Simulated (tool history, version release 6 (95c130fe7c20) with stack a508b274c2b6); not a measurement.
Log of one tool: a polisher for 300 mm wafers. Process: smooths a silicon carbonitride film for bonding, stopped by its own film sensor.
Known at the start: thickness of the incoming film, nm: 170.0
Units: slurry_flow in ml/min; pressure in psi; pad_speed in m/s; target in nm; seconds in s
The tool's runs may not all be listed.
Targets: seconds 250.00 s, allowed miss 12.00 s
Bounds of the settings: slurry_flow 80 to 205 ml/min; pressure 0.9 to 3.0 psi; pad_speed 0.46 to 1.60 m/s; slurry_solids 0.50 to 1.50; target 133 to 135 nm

run	hour	slurry_flow	pressure	pad_speed	slurry_solids	target	seconds
1	0.0	135	1.9	1.02	1.00	135	154.97
2	9.0	135	1.9	0.82	1.00	135	183.74
3	15.6	135	1.8	0.82	1.00	135	195.70
4	23.8	135	1.7	0.82	1.00	135	203.97
5	28.6	160	1.7	0.82	1.00	135	195.55
6	29.2	155	1.6	0.82	1.00	135	208.70
7	30.4	155	1.5	0.82	1.00	135	212.16
8	37.0	155	1.4	0.82	1.00	135	238.24
9	44.5	150	1.4	0.82	1.00	135	239.60
10	47.2	145	1.4	0.82	1.00	135	235.17

5 next moves are on the table. One of them brings every result within its allowed miss. Which?
A	49.9	130	1.5	0.76	1.15	135	?
B	49.9	135	1.6	0.92	0.85	135	?
C	49.9	125	1.4	0.96	1.00	134	?
D	49.9	150	1.5	0.90	0.95	135	?
E	49.9	140	1.5	0.78	1.00	133	?

move	seconds
A	220.44
B	222.49
C	220.86
D	214.18
E	246.02
A: further off than the last run
B: further off than the last run
C: further off than the last run
D: further off than the last run
E: meets every target
Move E is the one to make.
